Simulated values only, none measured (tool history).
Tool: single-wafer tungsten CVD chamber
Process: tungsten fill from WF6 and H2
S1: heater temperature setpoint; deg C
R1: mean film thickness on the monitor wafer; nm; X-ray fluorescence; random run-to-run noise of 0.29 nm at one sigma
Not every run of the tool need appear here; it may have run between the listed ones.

run 1 hour=0.0 | S1=375 chamber_pressure_(Pa)=4373 deposition_time_(s)=38.0 | R1=66.031
run 2 hour=4.7 | S1=375 chamber_pressure_(Pa)=5026 deposition_time_(s)=38.0 | R1=71.370
run 3 hour=6.0 | S1=376 chamber_pressure_(Pa)=5026 deposition_time_(s)=38.0 | R1=72.682
run 4 hour=7.7 | S1=387 chamber_pressure_(Pa)=5026 deposition_time_(s)=38.0 | R1=88.512
run 5 hour=10.6 | S1=387 chamber_pressure_(Pa)=5026 deposition_time_(s)=38.0 | R1=88.803
run 6 hour=18.2 | S1=387 chamber_pressure_(Pa)=4360 deposition_time_(s)=38.0 | R1=82.417

Estimate the outcome of run 7 from the log above:
run 7 hour=19.5 | S1=386 chamber_pressure_(Pa)=4360 deposition_time_(s)=38.0 | R1=?

Run 7 yielded R1 80.409 nm.
